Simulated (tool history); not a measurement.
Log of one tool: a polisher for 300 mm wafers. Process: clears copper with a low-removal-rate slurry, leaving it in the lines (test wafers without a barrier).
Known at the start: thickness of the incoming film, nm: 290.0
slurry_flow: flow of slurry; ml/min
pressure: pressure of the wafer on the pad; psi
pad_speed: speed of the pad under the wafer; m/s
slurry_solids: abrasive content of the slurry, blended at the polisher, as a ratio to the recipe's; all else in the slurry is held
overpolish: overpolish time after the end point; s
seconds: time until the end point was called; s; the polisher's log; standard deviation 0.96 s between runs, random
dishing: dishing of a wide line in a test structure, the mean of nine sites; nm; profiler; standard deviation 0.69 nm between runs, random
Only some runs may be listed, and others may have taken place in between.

run  hour  slurry_flow  pressure  pad_speed  slurry_solids  overpolish  seconds  dishing
  1   0.0          300       2.9       1.12            1.0          14   98.338   28.770
  2   6.7          300       3.1       1.16            1.0          15   88.936   32.713
  3  14.1          300       3.1       1.16            1.0          21   94.681   43.664
  4  19.6          300       3.4       1.16            1.0          21   82.407   46.412
  5  25.7          335       3.4       1.16            1.0          21   83.352   45.776
  6  26.3          335       3.4       0.94            1.0          21   97.245   41.683
  7  28.3          335       3.6       0.98            1.0          21   86.831   43.898
  8  36.5          335       3.7       1.02            1.0          21   84.044   46.318

Run 9 has not been measured yet. What should we expect?
  9  42.2          335       3.8       1.06            1.0          21        ?        ?

seconds: 81.078 s
dishing: 48.985 nm
